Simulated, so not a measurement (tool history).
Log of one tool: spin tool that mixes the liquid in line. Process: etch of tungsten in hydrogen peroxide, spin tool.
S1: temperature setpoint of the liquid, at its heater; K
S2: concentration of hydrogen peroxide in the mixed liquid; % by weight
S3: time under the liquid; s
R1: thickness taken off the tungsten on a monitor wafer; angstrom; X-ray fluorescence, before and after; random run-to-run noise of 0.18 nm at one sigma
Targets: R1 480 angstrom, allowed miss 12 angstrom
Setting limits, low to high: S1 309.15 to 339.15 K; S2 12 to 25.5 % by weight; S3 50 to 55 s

| run | hour | S1 | S2 | S3 | R1 |
|---|---|---|---|---|---|
| 1 | 0 | 325.15 | 17.5 | 50 | 999 |
| 2 | 8.3 | 322.15 | 17.5 | 50 | 826.53 |
| 3 | 12.6 | 318.65 | 17.5 | 50 | 666.85 |
| 4 | 15.6 | 318.65 | 17.5 | 50 | 668.68 |
| 5 | 21.4 | 317.15 | 17.5 | 50 | 609.16 |
| 6 | 22.4 | 316.15 | 17.5 | 50 | 569.55 |
| 7 | 23.3 | 315.65 | 17.5 | 50 | 557.4 |
| 8 | 27.9 | 315.15 | 17.5 | 50 | 536.02 |

Of the 4 settings listed for the next run, only one would bring every result within its allowed miss of target. Which one?
| A | 32.5 | 315.15 | 16.5 | 55 | ? |
| B | 32.5 | 319.15 | 15.5 | 50 | ? |
| C | 32.5 | 312.15 | 21 | 50 | ? |
| D | 32.5 | 317.65 | 16.5 | 50 | ? |

| move | R1 |
|---|---|
| A | 570.15 |
| B | 647.52 |
| C | 481.32 |
| D | 607.88 |
A: lands further from the targets than the last run did
B: lands further from the targets than the last run did
C: every result lands within tolerance
D: lands further from the targets than the last run did
So the answer is move C, the one that meets all the targets.

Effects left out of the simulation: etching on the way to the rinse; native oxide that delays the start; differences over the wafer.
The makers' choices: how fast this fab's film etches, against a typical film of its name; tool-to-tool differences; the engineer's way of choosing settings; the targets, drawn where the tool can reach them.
